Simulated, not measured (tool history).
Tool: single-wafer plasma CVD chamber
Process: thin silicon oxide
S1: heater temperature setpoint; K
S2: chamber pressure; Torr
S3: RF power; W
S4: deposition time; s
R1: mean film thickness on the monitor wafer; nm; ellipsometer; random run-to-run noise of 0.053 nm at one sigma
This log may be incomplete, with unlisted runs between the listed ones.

run 1 hour=0.0 | S1=688.15 S2=1.05 S3=350 S4=4.65 | R1=11.692
run 2 hour=0.6 | S1=688.15 S2=1.05 S3=350 S4=4.41 | R1=11.151
run 3 hour=2.9 | S1=697.15 S2=1.05 S3=350 S4=4.41 | R1=11.066
run 4 hour=4.5 | S1=697.15 S2=1.05 S3=350 S4=4.41 | R1=11.063
run 5 hour=5.9 | S1=697.15 S2=0.95 S3=350 S4=4.41 | R1=10.396
run 6 hour=8.6 | S1=697.15 S2=1.07 S3=355 S4=4.42 | R1=11.394

Run 7 is up next; what results do you expect?
run 7 hour=12.4 | S1=697.15 S2=1.14 S3=355 S4=4.42 | R1=?

For run 7 the tool returned R1 11.843 nm.
